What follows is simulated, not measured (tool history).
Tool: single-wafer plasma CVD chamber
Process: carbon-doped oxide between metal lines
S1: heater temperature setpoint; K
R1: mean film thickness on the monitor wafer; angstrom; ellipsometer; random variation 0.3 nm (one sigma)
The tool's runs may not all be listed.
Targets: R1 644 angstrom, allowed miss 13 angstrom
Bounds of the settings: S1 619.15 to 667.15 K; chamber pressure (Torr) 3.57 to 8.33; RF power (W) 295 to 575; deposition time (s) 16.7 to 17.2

{"run": 1, "hour": 0.0, "S1": 643.15, "chamber pressure (Torr)": 5.95, "RF power (W)": 435, "deposition time (s)": 16.7, "R1": 713.36}
{"run": 2, "hour": 2.7, "S1": 643.15, "chamber pressure (Torr)": 5.95, "RF power (W)": 465, "deposition time (s)": 16.7, "R1": 747.17}
{"run": 3, "hour": 9.4, "S1": 644.15, "chamber pressure (Torr)": 5.85, "RF power (W)": 460, "deposition time (s)": 16.7, "R1": 735.1}
{"run": 4, "hour": 16.1, "S1": 644.15, "chamber pressure (Torr)": 5.85, "RF power (W)": 460, "deposition time (s)": 16.7, "R1": 733.66}
{"run": 5, "hour": 19.4, "S1": 644.15, "chamber pressure (Torr)": 4.91, "RF power (W)": 460, "deposition time (s)": 16.7, "R1": 719.46}
{"run": 6, "hour": 25.3, "S1": 644.15, "chamber pressure (Torr)": 3.94, "RF power (W)": 460, "deposition time (s)": 16.7, "R1": 693.02}
{"run": 7, "hour": 32.3, "S1": 645.15, "chamber pressure (Torr)": 3.9, "RF power (W)": 455, "deposition time (s)": 16.7, "R1": 682.24}
{"run": 8, "hour": 36.6, "S1": 646.15, "chamber pressure (Torr)": 3.87, "RF power (W)": 455, "deposition time (s)": 16.7, "R1": 681.57}
{"run": 9, "hour": 44.9, "S1": 647.15, "chamber pressure (Torr)": 3.84, "RF power (W)": 455, "deposition time (s)": 16.7, "R1": 677.61}
{"run": 10, "hour": 47.9, "S1": 648.15, "chamber pressure (Torr)": 3.81, "RF power (W)": 455, "deposition time (s)": 16.7, "R1": 679.93}
{"run": 11, "hour": 49.0, "S1": 648.15, "chamber pressure (Torr)": 3.79, "RF power (W)": 450, "deposition time (s)": 16.7, "R1": 673.48}
{"run": 12, "hour": 56.6, "S1": 648.15, "chamber pressure (Torr)": 3.77, "RF power (W)": 450, "deposition time (s)": 16.7, "R1": 669.48}

Which of these 5 next moves meets every target?
{"run": "A", "hour": 64.2, "S1": 655.15, "chamber pressure (Torr)": 3.69, "RF power (W)": 480, "deposition time (s)": 17.2, "R1": "?"}
{"run": "B", "hour": 64.2, "S1": 647.15, "chamber pressure (Torr)": 4.06, "RF power (W)": 470, "deposition time (s)": 17.1, "R1": "?"}
{"run": "C", "hour": 64.2, "S1": 650.15, "chamber pressure (Torr)": 3.81, "RF power (W)": 450, "deposition time (s)": 17, "R1": "?"}
{"run": "D", "hour": 64.2, "S1": 648.15, "chamber pressure (Torr)": 4.07, "RF power (W)": 430, "deposition time (s)": 17, "R1": "?"}
{"run": "E", "hour": 64.2, "S1": 646.15, "chamber pressure (Torr)": 5.46, "RF power (W)": 380, "deposition time (s)": 16.7, "R1": "?"}

move=A R1=705.29
move=B R1=716.17
move=C R1=683.82
move=D R1=674.87
move=E R1=650.47
A: further off than the last run
B: further off than the last run
C: further off than the last run
D: further off than the last run
E: meets every target
Answer: E
